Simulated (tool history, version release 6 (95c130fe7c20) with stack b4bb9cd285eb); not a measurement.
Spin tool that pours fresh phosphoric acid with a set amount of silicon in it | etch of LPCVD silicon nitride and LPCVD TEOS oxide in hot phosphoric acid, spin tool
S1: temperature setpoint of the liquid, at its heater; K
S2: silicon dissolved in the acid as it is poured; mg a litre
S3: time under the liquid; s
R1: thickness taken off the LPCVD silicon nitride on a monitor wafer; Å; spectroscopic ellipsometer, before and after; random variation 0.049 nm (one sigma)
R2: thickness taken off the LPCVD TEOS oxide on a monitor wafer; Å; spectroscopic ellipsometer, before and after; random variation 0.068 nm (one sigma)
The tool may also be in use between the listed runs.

Run 1, hour 0.0: S1 432.15 K, S2 8.0 mg a litre, S3 105 s. Result: R1 72.207 Å, R2 1.52850 Å.
Run 2, hour 8.5: S1 433.15 K, S2 8.0 mg a litre, S3 105 s. Result: R1 74.750 Å, R2 2.28820 Å.
Run 3, hour 15.6: S1 433.15 K, S2 11.5 mg a litre, S3 105 s. Result: R1 74.891 Å, R2 1.52600 Å.
Run 4, hour 19.8: S1 433.15 K, S2 11.5 mg a litre, S3 80 s. Result: R1 56.728 Å, R2 1.34240 Å.
Run 5, hour 21.2: S1 433.15 K, S2 11.5 mg a litre, S3 60 s. Result: R1 42.731 Å, R2 1.03430 Å.
Run 6, hour 27.5: S1 431.15 K, S2 11.5 mg a litre, S3 60 s. Result: R1 39.709 Å, R2 0.85307 Å.
Run 7, hour 31.6: S1 432.65 K, S2 10.0 mg a litre, S3 80 s. Result: R1 55.611 Å, R2 1.32560 Å.
Run 8, hour 33.2: S1 433.65 K, S2 9.0 mg a litre, S3 95 s. Result: R1 68.734 Å, R2 1.37310 Å.
Run 9, hour 38.1: S1 433.65 K, S2 7.0 mg a litre, S3 110 s. Result: R1 79.657 Å, R2 2.12550 Å.
Run 10, hour 42.0: S1 433.65 K, S2 7.0 mg a litre, S3 110 s. Result: R1 79.379 Å, R2 1.84570 Å.
Run 11, hour 46.6: S1 434.15 K, S2 5.5 mg a litre, S3 120 s. Result: R1 88.729 Å, R2 2.54620 Å.
At hour 55.4: heated supply line repaired.
Run 12, hour 55.4: S1 434.65 K, S2 5.0 mg a litre, S3 130 s. Result: R1 109.700 Å, R2 3.72150 Å.
Run 13, hour 63.7: S1 437.15 K, S2 6.5 mg a litre, S3 140 s. Result: R1 127.930 Å, R2 4.19780 Å.
Run 14, hour 70.5: S1 437.15 K, S2 6.0 mg a litre, S3 145 s. Result: R1 132.700 Å, R2 5.67050 Å.

Forecast run 15:
Run 15, hour 77.6: S1 437.15 K, S2 6.5 mg a litre, S3 150 s. Result: R1 ?, R2 ?.

R1: 137.160 Å
R2: 4.80640 Å
